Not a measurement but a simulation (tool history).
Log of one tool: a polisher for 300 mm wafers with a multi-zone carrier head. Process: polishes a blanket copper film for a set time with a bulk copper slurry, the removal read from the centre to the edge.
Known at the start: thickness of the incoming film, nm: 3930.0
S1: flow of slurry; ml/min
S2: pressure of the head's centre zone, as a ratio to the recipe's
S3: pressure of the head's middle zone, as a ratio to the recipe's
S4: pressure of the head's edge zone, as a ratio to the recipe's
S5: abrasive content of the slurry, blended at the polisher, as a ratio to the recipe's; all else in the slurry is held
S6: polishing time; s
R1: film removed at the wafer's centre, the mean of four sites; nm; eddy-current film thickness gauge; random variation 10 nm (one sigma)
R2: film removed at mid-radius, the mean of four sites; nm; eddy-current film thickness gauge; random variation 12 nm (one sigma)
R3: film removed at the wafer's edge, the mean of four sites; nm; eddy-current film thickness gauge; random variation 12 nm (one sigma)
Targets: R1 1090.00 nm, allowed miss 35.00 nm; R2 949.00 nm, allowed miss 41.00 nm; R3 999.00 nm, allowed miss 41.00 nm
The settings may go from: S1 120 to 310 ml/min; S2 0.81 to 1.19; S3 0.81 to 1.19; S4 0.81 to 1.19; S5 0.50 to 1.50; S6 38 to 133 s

Run 1, hour 0.0: S1 200 ml/min, S2 1.00, S3 1.00, S4 1.00, S5 1.00, S6 85 s. Result: R1 1215.20 nm, R2 1247.20 nm, R3 1267.10 nm.
Run 2, hour 7.0: S1 200 ml/min, S2 1.00, S3 1.00, S4 1.00, S5 0.85, S6 85 s. Result: R1 1198.60 nm, R2 1189.30 nm, R3 1207.30 nm.
Run 3, hour 12.8: S1 200 ml/min, S2 1.00, S3 1.06, S4 1.00, S5 0.85, S6 85 s. Result: R1 1167.20 nm, R2 1243.00 nm, R3 1230.10 nm.
Run 4, hour 18.4: S1 200 ml/min, S2 1.00, S3 1.06, S4 1.00, S5 0.85, S6 104 s. Result: R1 1424.70 nm, R2 1533.00 nm, R3 1473.00 nm.
Run 5, hour 23.4: S1 200 ml/min, S2 1.00, S3 1.06, S4 0.92, S5 0.85, S6 104 s. Result: R1 1435.10 nm, R2 1554.80 nm, R3 1410.90 nm.
Run 6, hour 29.6: S1 200 ml/min, S2 1.00, S3 1.06, S4 0.86, S5 0.85, S6 104 s. Result: R1 1455.00 nm, R2 1531.80 nm, R3 1366.10 nm.
Run 7, hour 34.2: S1 195 ml/min, S2 0.99, S3 1.01, S4 0.85, S5 0.75, S6 98 s. Result: R1 1299.50 nm, R2 1362.50 nm, R3 1267.00 nm.
Run 8, hour 38.1: S1 195 ml/min, S2 1.01, S3 0.97, S4 0.85, S5 0.70, S6 92 s. Result: R1 1238.30 nm, R2 1214.30 nm, R3 1188.60 nm.

Which of these 4 next moves meets every target?
Run A, hour 42.0: S1 160 ml/min, S2 0.93, S3 0.90, S4 0.99, S5 0.75, S6 83 s. Result: R1 ?, R2 ?, R3 ?.
Run B, hour 42.0: S1 200 ml/min, S2 0.90, S3 0.92, S4 0.93, S5 0.65, S6 85 s. Result: R1 ?, R2 ?, R3 ?.
Run C, hour 42.0: S1 170 ml/min, S2 1.08, S3 0.88, S4 0.86, S5 0.50, S6 82 s. Result: R1 ?, R2 ?, R3 ?.
Run D, hour 42.0: S1 265 ml/min, S2 0.94, S3 0.96, S4 0.97, S5 0.55, S6 78 s. Result: R1 ?, R2 ?, R3 ?.

move       R1       R2       R3
   A   990.72  1025.00  1131.70
   B  1005.40  1087.90  1134.70
   C  1087.90   949.85   998.44
   D   982.26  1045.90  1066.00
A: nearer than the last run, and not there yet
B: nearer than the last run, and not there yet
C: meets every target
D: nearer than the last run, and not there yet
Move C is the one to make.
